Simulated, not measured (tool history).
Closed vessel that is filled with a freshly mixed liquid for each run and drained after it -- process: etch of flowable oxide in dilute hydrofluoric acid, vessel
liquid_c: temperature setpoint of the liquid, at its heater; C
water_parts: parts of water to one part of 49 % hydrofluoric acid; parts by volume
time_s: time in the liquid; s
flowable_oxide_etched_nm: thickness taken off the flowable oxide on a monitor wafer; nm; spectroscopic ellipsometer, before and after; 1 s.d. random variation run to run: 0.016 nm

run	hour	liquid_c	water_parts	time_s	flowable_oxide_etched_nm
1	0.0	22.0	285	30	2.1854
2	2.2	22.0	215	30	3.0860
3	10.7	22.0	215	30	3.1009
4	14.0	22.0	145	30	4.9298
5	15.4	19.0	145	30	4.3826
6	24.3	20.0	145	30	4.5573
7	28.5	21.0	145	30	4.7706
8	32.8	21.5	145	30	4.8461

What does the tool deliver on the next run?
9	37.6	22.0	145	30	?

flowable_oxide_etched_nm: 4.9175 nm
